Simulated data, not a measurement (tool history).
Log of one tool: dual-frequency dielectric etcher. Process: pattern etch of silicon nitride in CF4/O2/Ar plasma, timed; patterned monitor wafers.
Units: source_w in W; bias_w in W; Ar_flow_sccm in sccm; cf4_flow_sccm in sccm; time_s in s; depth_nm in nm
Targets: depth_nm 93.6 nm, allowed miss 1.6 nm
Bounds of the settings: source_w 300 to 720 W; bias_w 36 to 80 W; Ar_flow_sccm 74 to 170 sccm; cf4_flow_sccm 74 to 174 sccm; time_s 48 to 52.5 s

run  hour  source_w  bias_w  Ar_flow_sccm  cf4_flow_sccm  time_s  depth_nm
  1     0       510      58           122            124    52.5    116.02
  2   6.8       510      58           122            146    52.5    117.67
  3   7.8       480      58           122            146    52.5     109.2
  4  15.3       480      58           106            146    52.5    111.68
  5  17.2       460      58           106            146    52.5    107.04
  6  23.4       460      58           127            146    52.5     104.6
  7  28.6       450      58           127            146    52.5    102.15
  8  34.4       390      58           127            146    52.5     88.65
  9  38.2       400      58           127            146    52.5    90.971

Which of these 5 next moves meets every target?
  A    42       380      66           102            147      52         ?
  B    42       460      65           146            129      49         ?
  C    42       410      59           129            145    52.5         ?
  D    42       390      62           109            132    52.5         ?
  E    42       420      64           138            145    52.5         ?

move  depth_nm
   A     89.85
   B    98.371
   C     93.44
   D    90.317
   E     97.26
A: further off than the last run
B: takes the result that was furthest off past its target
C: meets every target
D: further off than the last run
E: takes the result that was furthest off past its target
Answer: C
